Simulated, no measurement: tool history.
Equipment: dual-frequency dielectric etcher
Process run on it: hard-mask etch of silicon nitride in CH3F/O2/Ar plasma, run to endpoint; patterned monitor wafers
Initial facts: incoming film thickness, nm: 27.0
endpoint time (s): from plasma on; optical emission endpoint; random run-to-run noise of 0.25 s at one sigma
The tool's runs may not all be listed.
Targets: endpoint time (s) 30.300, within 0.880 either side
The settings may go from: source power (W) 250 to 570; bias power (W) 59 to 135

run,hour,source power (W),bias power (W),endpoint time (s)
1,0.0,410,97,34.655
2,7.4,420,99,33.866
3,10.9,420,111,33.290
4,11.4,430,112,32.393
5,13.0,440,113,32.147
6,18.1,450,114,32.476
7,23.9,460,117,31.846
8,25.0,470,118,31.757
9,27.6,470,120,30.858

Below are 5 possible settings for the next run. Only one of them brings all results inside the allowed miss of their targets. Which is it?
A,30.2,430,120,?
B,30.2,470,111,?
C,30.2,510,122,?
D,30.2,420,116,?
E,30.2,480,114,?

move,endpoint time (s)
A,32.228
B,32.151
C,30.505
D,32.781
E,31.700
A: its largest miss is bigger than the last run's
B: its largest miss is bigger than the last run's
C: every result lands within tolerance
D: its largest miss is bigger than the last run's
E: its largest miss is bigger than the last run's
The move that meets every target is C.
